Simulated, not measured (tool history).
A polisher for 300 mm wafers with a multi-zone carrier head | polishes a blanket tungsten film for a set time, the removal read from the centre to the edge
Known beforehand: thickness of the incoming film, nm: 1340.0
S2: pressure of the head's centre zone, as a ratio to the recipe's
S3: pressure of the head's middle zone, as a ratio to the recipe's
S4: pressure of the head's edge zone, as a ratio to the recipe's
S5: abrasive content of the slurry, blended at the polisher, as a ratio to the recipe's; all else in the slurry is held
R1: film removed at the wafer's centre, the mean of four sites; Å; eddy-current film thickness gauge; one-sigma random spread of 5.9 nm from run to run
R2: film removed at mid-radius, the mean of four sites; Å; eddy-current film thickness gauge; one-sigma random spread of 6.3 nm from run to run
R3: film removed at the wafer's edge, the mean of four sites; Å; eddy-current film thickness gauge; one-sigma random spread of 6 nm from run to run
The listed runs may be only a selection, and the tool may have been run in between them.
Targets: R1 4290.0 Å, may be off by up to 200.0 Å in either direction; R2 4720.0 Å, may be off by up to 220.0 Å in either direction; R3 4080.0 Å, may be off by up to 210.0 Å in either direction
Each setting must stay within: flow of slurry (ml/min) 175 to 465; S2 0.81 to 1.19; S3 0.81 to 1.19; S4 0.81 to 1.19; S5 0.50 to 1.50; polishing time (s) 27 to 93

{"run": 1, "hour": 0.0, "flow of slurry (ml/min)": 295, "S2": 1.0, "S3": 1.0, "S4": 1.0, "S5": 1.0, "polishing time (s)": 59, "R1": 4984.5, "R2": 4857.0, "R3": 4919.7}
{"run": 2, "hour": 2.1, "flow of slurry (ml/min)": 295, "S2": 1.04, "S3": 1.0, "S4": 1.0, "S5": 1.0, "polishing time (s)": 59, "R1": 5143.9, "R2": 4792.2, "R3": 4840.6}
{"run": 3, "hour": 8.4, "flow of slurry (ml/min)": 295, "S2": 1.03, "S3": 1.01, "S4": 0.99, "S5": 0.95, "polishing time (s)": 59, "R1": 4885.5, "R2": 4718.1, "R3": 4869.0}
{"run": 4, "hour": 11.1, "flow of slurry (ml/min)": 295, "S2": 1.03, "S3": 1.01, "S4": 0.99, "S5": 0.75, "polishing time (s)": 59, "R1": 4592.7, "R2": 4575.5, "R3": 4708.3}
{"run": 5, "hour": 14.4, "flow of slurry (ml/min)": 295, "S2": 1.03, "S3": 0.94, "S4": 0.99, "S5": 0.75, "polishing time (s)": 59, "R1": 4666.3, "R2": 4335.9, "R3": 4667.8}
{"run": 6, "hour": 20.0, "flow of slurry (ml/min)": 300, "S2": 1.03, "S3": 0.96, "S4": 0.97, "S5": 0.75, "polishing time (s)": 58, "R1": 4653.2, "R2": 4287.7, "R3": 4435.3}
{"hour": 24.4, "done": "slurry nozzle cleaned"}
{"run": 7, "hour": 24.4, "flow of slurry (ml/min)": 300, "S2": 1.02, "S3": 0.98, "S4": 0.96, "S5": 0.75, "polishing time (s)": 58, "R1": 4835.8, "R2": 4526.9, "R3": 4757.9}
{"run": 8, "hour": 29.7, "flow of slurry (ml/min)": 300, "S2": 1.04, "S3": 1.0, "S4": 0.97, "S5": 0.8, "polishing time (s)": 57, "R1": 4964.6, "R2": 4677.4, "R3": 4639.3}
{"run": 9, "hour": 30.3, "flow of slurry (ml/min)": 300, "S2": 1.04, "S3": 1.02, "S4": 0.97, "S5": 0.75, "polishing time (s)": 56, "R1": 4872.7, "R2": 4482.8, "R3": 4452.4}
{"run": 10, "hour": 32.1, "flow of slurry (ml/min)": 300, "S2": 1.03, "S3": 1.04, "S4": 0.96, "S5": 0.75, "polishing time (s)": 55, "R1": 4833.0, "R2": 4554.6, "R3": 4391.6}
{"run": 11, "hour": 34.9, "flow of slurry (ml/min)": 300, "S2": 1.03, "S3": 1.04, "S4": 0.96, "S5": 0.75, "polishing time (s)": 55, "R1": 4620.1, "R2": 4669.8, "R3": 4487.5}
{"run": 12, "hour": 39.4, "flow of slurry (ml/min)": 300, "S2": 1.03, "S3": 1.05, "S4": 0.96, "S5": 0.75, "polishing time (s)": 54, "R1": 4510.1, "R2": 4508.2, "R3": 4182.9}
{"run": 13, "hour": 46.1, "flow of slurry (ml/min)": 300, "S2": 1.03, "S3": 1.06, "S4": 0.96, "S5": 0.75, "polishing time (s)": 54, "R1": 4522.0, "R2": 4606.8, "R3": 4385.0}

Which of these 5 next moves meets every target?
{"run": "A", "hour": 52.8, "flow of slurry (ml/min)": 350, "S2": 1.02, "S3": 1.19, "S4": 1.01, "S5": 0.95, "polishing time (s)": 47, "R1": "?", "R2": "?", "R3": "?"}
{"run": "B", "hour": 52.8, "flow of slurry (ml/min)": 275, "S2": 1.06, "S3": 1.16, "S4": 1.03, "S5": 0.85, "polishing time (s)": 55, "R1": "?", "R2": "?", "R3": "?"}
{"run": "C", "hour": 52.8, "flow of slurry (ml/min)": 285, "S2": 0.92, "S3": 0.98, "S4": 1.1, "S5": 0.9, "polishing time (s)": 49, "R1": "?", "R2": "?", "R3": "?"}
{"run": "D", "hour": 52.8, "flow of slurry (ml/min)": 265, "S2": 0.94, "S3": 1.19, "S4": 0.98, "S5": 0.65, "polishing time (s)": 53, "R1": "?", "R2": "?", "R3": "?"}
{"run": "E", "hour": 52.8, "flow of slurry (ml/min)": 240, "S2": 0.88, "S3": 0.99, "S4": 1.14, "S5": 0.6, "polishing time (s)": 57, "R1": "?", "R2": "?", "R3": "?"}

move=A R1=4181.4 R2=4685.6 R3=4087.1
move=B R1=4824.8 R2=5100.4 R3=4621.9
move=C R1=3787.7 R2=4005.9 R3=4334.1
move=D R1=3863.0 R2=4716.7 R3=4081.3
move=E R1=3760.6 R2=4205.5 R3=4617.4
A: all results land within tolerance of their targets
B: moves away from the targets compared with the last run
C: moves away from the targets compared with the last run
D: gets the furthest-off result to its target, but another result is out of tolerance
E: moves away from the targets compared with the last run
Move A is the one to make.

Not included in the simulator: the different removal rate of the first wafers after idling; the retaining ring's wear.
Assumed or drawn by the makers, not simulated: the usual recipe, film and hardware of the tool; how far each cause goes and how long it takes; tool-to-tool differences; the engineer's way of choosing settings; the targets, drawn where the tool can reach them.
